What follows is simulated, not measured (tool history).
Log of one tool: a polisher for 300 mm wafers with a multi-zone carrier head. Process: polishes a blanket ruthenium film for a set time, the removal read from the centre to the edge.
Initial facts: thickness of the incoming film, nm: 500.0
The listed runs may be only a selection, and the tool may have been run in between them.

| run | day | flow of slurry (ml/min) | pressure of the head's centre zone | pressure of the head's middle zone | pressure of the head's edge zone | polishing time (s) | film removed at the wafer's centre (Å) | film removed at mid-radius (Å) | film removed at the wafer's edge (Å) |
|---|---|---|---|---|---|---|---|---|---|
| 1 | 0 | 285 | 1 | 1 | 1 | 69 | 943.1 | 964.2 | 963.49 |
| 2 | 0.058 | 295 | 1.01 | 1.01 | 1.03 | 70 | 958.41 | 985.07 | 989.3 |
| 3 | 0.358 | 235 | 1.01 | 1.01 | 1.03 | 70 | 938.47 | 970.81 | 960.42 |
| 4 | 0.417 | 235 | 1.08 | 1.01 | 1.03 | 70 | 1010.2 | 928.31 | 985.03 |
| 5 | 0.646 | 250 | 1.08 | 1.03 | 1.05 | 71 | 1019.3 | 1006.4 | 1010.2 |
| 6 | 0.846 | 250 | 1.08 | 1.1 | 1.05 | 71 | 1017.7 | 1039.7 | 986.7 |
| 7 | 1.025 | 260 | 1.08 | 1.09 | 1.07 | 71 | 1028.5 | 1030.5 | 1013.4 |

Run 8 has not been measured yet. What should we expect?
| 8 | 1.35 | 265 | 1.08 | 1.09 | 1.09 | 71 | ? | ? | ? |

film removed at the wafer's centre (Å): 1036.9
film removed at mid-radius (Å): 1031.1
film removed at the wafer's edge (Å): 1016.7

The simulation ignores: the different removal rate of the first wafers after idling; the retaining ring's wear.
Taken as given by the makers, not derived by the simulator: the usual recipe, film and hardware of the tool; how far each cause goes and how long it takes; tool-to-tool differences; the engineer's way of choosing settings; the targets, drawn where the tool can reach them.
